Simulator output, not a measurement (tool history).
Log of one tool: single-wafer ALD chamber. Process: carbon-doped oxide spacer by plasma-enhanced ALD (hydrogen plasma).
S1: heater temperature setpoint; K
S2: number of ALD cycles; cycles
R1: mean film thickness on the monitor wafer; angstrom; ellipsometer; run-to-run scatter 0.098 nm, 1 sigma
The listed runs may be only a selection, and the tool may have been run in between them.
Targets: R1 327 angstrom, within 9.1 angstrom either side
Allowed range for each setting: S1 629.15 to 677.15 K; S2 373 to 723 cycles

Run 1, hour 0: S1 653.15 K, S2 548 cycles. Result: R1 262.35 angstrom.
Run 2, hour 1.7: S1 653.15 K, S2 591 cycles. Result: R1 282.29 angstrom.
Run 3, hour 7.7: S1 653.15 K, S2 606 cycles. Result: R1 290.76 angstrom.
Run 4, hour 10.7: S1 661.15 K, S2 606 cycles. Result: R1 289.06 angstrom.
Run 5, hour 15: S1 661.15 K, S2 574 cycles. Result: R1 274.8 angstrom.
Run 6, hour 23.3: S1 661.15 K, S2 538 cycles. Result: R1 258.27 angstrom.
Run 7, hour 25: S1 661.15 K, S2 626 cycles. Result: R1 298.09 angstrom.
Run 8, hour 29.8: S1 661.15 K, S2 636 cycles. Result: R1 305.12 angstrom.
Run 9, hour 38.6: S1 661.15 K, S2 643 cycles. Result: R1 307.01 angstrom.
Run 10, hour 48.1: S1 661.15 K, S2 650 cycles. Result: R1 310.49 angstrom.
Run 11, hour 54.6: S1 661.15 K, S2 656 cycles. Result: R1 313.93 angstrom.
Run 12, hour 56.2: S1 661.15 K, S2 660 cycles. Result: R1 315.35 angstrom.

Of the 4 settings listed for the next run, only one would bring every result within its allowed miss of target. Which one?
Run A, hour 57.8: S1 668.15 K, S2 680 cycles. Result: R1 ?.
Run B, hour 57.8: S1 663.15 K, S2 637 cycles. Result: R1 ?.
Run C, hour 57.8: S1 661.15 K, S2 629 cycles. Result: R1 ?.
Run D, hour 57.8: S1 672.15 K, S2 650 cycles. Result: R1 ?.

move      R1
   A  324.19
   B  303.69
   C  299.88
   D  306.99
A: all results land within tolerance of their targets
B: lands further from the targets than the last run did
C: lands further from the targets than the last run did
D: lands further from the targets than the last run did
A is the move that brings every result within its allowed miss.
